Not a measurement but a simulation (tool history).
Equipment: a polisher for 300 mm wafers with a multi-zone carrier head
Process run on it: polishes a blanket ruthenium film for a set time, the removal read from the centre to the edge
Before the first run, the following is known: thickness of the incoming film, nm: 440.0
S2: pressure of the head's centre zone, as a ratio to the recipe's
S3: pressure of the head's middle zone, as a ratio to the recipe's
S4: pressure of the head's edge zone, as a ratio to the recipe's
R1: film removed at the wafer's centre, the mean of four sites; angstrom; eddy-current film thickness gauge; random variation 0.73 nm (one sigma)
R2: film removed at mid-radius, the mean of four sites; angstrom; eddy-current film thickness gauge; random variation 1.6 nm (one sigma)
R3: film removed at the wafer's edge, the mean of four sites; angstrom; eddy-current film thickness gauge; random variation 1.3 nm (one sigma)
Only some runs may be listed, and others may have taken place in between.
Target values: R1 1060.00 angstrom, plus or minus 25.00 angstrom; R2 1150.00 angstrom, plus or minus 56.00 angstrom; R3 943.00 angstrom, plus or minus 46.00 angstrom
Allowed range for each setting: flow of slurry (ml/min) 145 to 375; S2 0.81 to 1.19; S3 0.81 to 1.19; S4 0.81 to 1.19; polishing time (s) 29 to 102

Run 1, day 0.000: flow of slurry (ml/min) 240, S2 1.00, S3 1.00, S4 1.00, polishing time (s) 65. Result: R1 876.80 angstrom, R2 887.70 angstrom, R3 849.41 angstrom.
Run 2, day 0.350: flow of slurry (ml/min) 240, S2 1.00, S3 1.00, S4 1.00, polishing time (s) 72. Result: R1 979.87 angstrom, R2 1000.20 angstrom, R3 957.36 angstrom.
Run 3, day 0.646: flow of slurry (ml/min) 220, S2 1.00, S3 1.00, S4 1.00, polishing time (s) 72. Result: R1 964.28 angstrom, R2 972.36 angstrom, R3 957.37 angstrom.
Run 4, day 0.671: flow of slurry (ml/min) 245, S2 1.01, S3 1.02, S4 0.99, polishing time (s) 72. Result: R1 980.49 angstrom, R2 1004.20 angstrom, R3 947.85 angstrom.
Run 5, day 1.012: flow of slurry (ml/min) 290, S2 1.01, S3 1.02, S4 0.99, polishing time (s) 72. Result: R1 1014.80 angstrom, R2 1026.20 angstrom, R3 992.04 angstrom.
Run 6, day 1.375: flow of slurry (ml/min) 295, S2 1.02, S3 1.05, S4 0.97, polishing time (s) 72. Result: R1 1018.30 angstrom, R2 1063.20 angstrom, R3 940.86 angstrom.
Run 7, day 1.538: flow of slurry (ml/min) 305, S2 1.02, S3 1.06, S4 0.97, polishing time (s) 72. Result: R1 1019.30 angstrom, R2 1081.30 angstrom, R3 959.86 angstrom.
Run 8, day 1.892: flow of slurry (ml/min) 310, S2 1.03, S3 1.07, S4 0.96, polishing time (s) 72. Result: R1 1041.90 angstrom, R2 1117.20 angstrom, R3 956.16 angstrom.
Run 9, day 2.008: flow of slurry (ml/min) 315, S2 1.03, S3 1.07, S4 0.96, polishing time (s) 72. Result: R1 1047.80 angstrom, R2 1108.10 angstrom, R3 965.05 angstrom.

Which single option among these 5 for the next run brings every result within its allowed miss of target? Just one does.
Run A, day 2.125: flow of slurry (ml/min) 270, S2 0.98, S3 0.99, S4 1.00, polishing time (s) 77. Result: R1 ?, R2 ?, R3 ?.
Run B, day 2.125: flow of slurry (ml/min) 350, S2 1.04, S3 1.02, S4 0.97, polishing time (s) 72. Result: R1 ?, R2 ?, R3 ?.
Run C, day 2.125: flow of slurry (ml/min) 310, S2 0.96, S3 1.01, S4 1.06, polishing time (s) 74. Result: R1 ?, R2 ?, R3 ?.
Run D, day 2.125: flow of slurry (ml/min) 230, S2 0.96, S3 1.10, S4 1.05, polishing time (s) 77. Result: R1 ?, R2 ?, R3 ?.
Run E, day 2.125: flow of slurry (ml/min) 325, S2 1.03, S3 1.11, S4 0.92, polishing time (s) 73. Result: R1 ?, R2 ?, R3 ?.

move       R1       R2       R3
   A  1054.50  1099.80  1019.90
   B  1075.90  1080.50   956.89
   C  1007.70  1089.50  1018.50
   D  1014.50  1182.80  1030.00
   E  1073.00  1169.70   940.49
A: meets the target for the result that was furthest off, but another lies outside its allowed miss
B: lands further from the targets than the last run did
C: lands further from the targets than the last run did
D: meets the target for the result that was furthest off, but another lies outside its allowed miss
E: all results land within tolerance of their targets
So the answer is move E, the one that meets all the targets.
